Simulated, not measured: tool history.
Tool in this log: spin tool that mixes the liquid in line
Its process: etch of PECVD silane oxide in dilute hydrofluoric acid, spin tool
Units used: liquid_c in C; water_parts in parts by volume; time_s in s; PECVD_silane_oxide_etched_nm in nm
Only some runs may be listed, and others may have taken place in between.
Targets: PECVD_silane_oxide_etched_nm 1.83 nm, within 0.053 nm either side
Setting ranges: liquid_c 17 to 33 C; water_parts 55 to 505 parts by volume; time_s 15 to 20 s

run	hour	liquid_c	water_parts	time_s	PECVD_silane_oxide_etched_nm
1	0	25	280	20	3.2343
2	1.7	25	280	20	3.279
3	5	25	280	20	3.2604
4	11.9	22.5	280	20	3.0078
5	19.2	22	290	20	2.784
6	23.7	21.5	295	20	2.7212
7	26.5	21	300	20	2.5859
8	28.9	20.5	305	20	2.5101
9	36.4	20	310	20	2.3985
10	40.8	19.5	315	20	2.3024

4 next moves are on the table. One of them brings every result within its allowed miss. Which?
A	45.2	20	280	20	?
B	45.2	20	250	20	?
C	45.2	19	310	15	?
D	45.2	23	330	15	?

move	PECVD_silane_oxide_etched_nm
A	2.7456
B	3.1612
C	1.7456
D	1.8577
A: its largest miss is bigger than the last run's
B: its largest miss is bigger than the last run's
C: takes the biggest miss from the last run beyond its target
D: hits every target within its allowed miss
D is the move that brings every result within its allowed miss.
